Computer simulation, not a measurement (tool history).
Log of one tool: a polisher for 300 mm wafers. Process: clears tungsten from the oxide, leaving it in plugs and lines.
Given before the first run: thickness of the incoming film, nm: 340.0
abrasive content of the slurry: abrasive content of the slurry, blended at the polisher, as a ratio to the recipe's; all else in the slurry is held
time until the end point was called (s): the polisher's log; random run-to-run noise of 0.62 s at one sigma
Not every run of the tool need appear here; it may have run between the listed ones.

run,hour,flow of slurry (ml/min),pressure of the wafer on the pad (psi),speed of the pad under the wafer (m/s),abrasive content of the slurry,overpolish time after the end point (s),time until the end point was called (s)
1,0.0,145,3.8,1.28,1.0,40,47.994
2,5.3,145,4.0,1.30,1.0,40,44.415
3,9.4,145,4.1,1.30,1.0,40,43.145
4,12.0,145,4.2,1.30,1.0,40,42.993
5,16.5,145,4.3,1.30,1.0,40,43.657
6,22.4,145,4.3,1.30,1.0,40,43.748
7,30.0,145,4.5,1.32,1.0,40,41.143
8,37.2,145,4.6,1.34,1.0,40,38.953
9,38.8,145,4.7,1.34,1.0,40,39.134
10,42.5,145,4.8,1.34,1.0,40,37.681

Forecast run 11:
11,48.1,145,4.9,1.34,1.0,40,?

time until the end point was called (s): 39.063
